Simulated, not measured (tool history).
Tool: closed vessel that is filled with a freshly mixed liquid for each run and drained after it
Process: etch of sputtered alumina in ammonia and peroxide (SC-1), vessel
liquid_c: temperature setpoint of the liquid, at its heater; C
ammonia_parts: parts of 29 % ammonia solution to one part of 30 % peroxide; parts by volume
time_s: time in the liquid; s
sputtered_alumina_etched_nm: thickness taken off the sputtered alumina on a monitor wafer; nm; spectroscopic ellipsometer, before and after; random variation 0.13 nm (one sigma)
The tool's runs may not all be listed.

run,hour,liquid_c,ammonia_parts,time_s,sputtered_alumina_etched_nm
1,0.0,52.0,0.70,700,52.778
2,2.3,52.0,0.55,700,51.877
3,7.5,49.0,0.55,700,43.719
4,12.5,49.0,0.55,700,43.477
5,19.5,49.0,0.55,700,43.862
6,22.0,49.0,0.75,700,44.620
# hour 30.2: thermometer replaced
7,30.2,41.0,0.75,700,30.990

Run 8 comes next. What will it give?
8,35.0,40.5,0.75,700,?

sputtered_alumina_etched_nm: 30.364 nm

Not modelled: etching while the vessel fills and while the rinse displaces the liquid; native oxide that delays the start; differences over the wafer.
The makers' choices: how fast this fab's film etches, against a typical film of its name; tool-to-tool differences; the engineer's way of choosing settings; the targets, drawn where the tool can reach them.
